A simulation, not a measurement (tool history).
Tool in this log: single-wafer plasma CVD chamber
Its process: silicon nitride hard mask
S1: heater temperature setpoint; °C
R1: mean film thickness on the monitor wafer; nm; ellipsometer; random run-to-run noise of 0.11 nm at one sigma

{"run": 1, "hour": 0.0, "S1": 390, "chamber pressure (Torr)": 1.11, "RF power (W)": 295, "deposition time (s)": 22.7, "R1": 22.264}
{"run": 2, "hour": 1.6, "S1": 390, "chamber pressure (Torr)": 1.11, "RF power (W)": 295, "deposition time (s)": 23.5, "R1": 23.27}
{"run": 3, "hour": 6.1, "S1": 390, "chamber pressure (Torr)": 1.24, "RF power (W)": 305, "deposition time (s)": 23.5, "R1": 24.717}
{"run": 4, "hour": 14.4, "S1": 390, "chamber pressure (Torr)": 1.33, "RF power (W)": 310, "deposition time (s)": 23.5, "R1": 25.685}
{"run": 5, "hour": 16.7, "S1": 390, "chamber pressure (Torr)": 1.4, "RF power (W)": 310, "deposition time (s)": 23.5, "R1": 26.304}
{"run": 6, "hour": 20.0, "S1": 390, "chamber pressure (Torr)": 1.45, "RF power (W)": 310, "deposition time (s)": 23.5, "R1": 26.503}

What will run 7 give?
{"run": 7, "hour": 27.4, "S1": 390, "chamber pressure (Torr)": 1.48, "RF power (W)": 310, "deposition time (s)": 23.5, "R1": "?"}

{"run 7": {"R1": 26.714}}

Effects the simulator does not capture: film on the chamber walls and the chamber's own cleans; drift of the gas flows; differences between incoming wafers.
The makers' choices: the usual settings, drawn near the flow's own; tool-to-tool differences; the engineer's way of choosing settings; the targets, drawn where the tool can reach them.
